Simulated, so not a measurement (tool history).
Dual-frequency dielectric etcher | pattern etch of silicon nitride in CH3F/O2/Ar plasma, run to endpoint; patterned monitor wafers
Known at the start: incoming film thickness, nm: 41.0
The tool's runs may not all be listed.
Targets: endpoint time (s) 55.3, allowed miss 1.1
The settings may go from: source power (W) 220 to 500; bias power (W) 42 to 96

| run | hour | source power (W) | bias power (W) | endpoint time (s) |
|---|---|---|---|---|
| 1 | 0 | 360 | 69 | 64.388 |
| 2 | 1.7 | 310 | 69 | 70.142 |
| 3 | 9.1 | 260 | 69 | 77.418 |
| 4 | 16.7 | 290 | 70 | 72.787 |
| 5 | 18.2 | 290 | 80 | 69.772 |
| 6 | 20.5 | 310 | 81 | 66.911 |
| 7 | 21.3 | 330 | 82 | 63.803 |
| 8 | 27.7 | 340 | 82 | 63.342 |
| 9 | 30.5 | 350 | 82 | 62.647 |
| 10 | 34.8 | 360 | 82 | 61.404 |
| 11 | 43.5 | 370 | 82 | 60.94 |
| 12 | 51.5 | 380 | 82 | 60.133 |
| 13 | 59.8 | 390 | 82 | 59.171 |
| 14 | 66.3 | 400 | 82 | 57.993 |
| 15 | 71.3 | 410 | 82 | 57.551 |
| 16 | 79.1 | 420 | 82 | 57.459 |

Which of these 5 next moves meets every target?
| A | 86.9 | 390 | 81 | ? |
| B | 86.9 | 400 | 82 | ? |
| C | 86.9 | 370 | 93 | ? |
| D | 86.9 | 400 | 96 | ? |
| E | 86.9 | 460 | 90 | ? |

| move | endpoint time (s) |
|---|---|
| A | 59.264 |
| B | 58.307 |
| C | 58.158 |
| D | 55.4 |
| E | 52.943 |
A: further off than the last run
B: further off than the last run
C: further off than the last run
D: meets every target
E: takes the result that was furthest off past its target
Answer: D

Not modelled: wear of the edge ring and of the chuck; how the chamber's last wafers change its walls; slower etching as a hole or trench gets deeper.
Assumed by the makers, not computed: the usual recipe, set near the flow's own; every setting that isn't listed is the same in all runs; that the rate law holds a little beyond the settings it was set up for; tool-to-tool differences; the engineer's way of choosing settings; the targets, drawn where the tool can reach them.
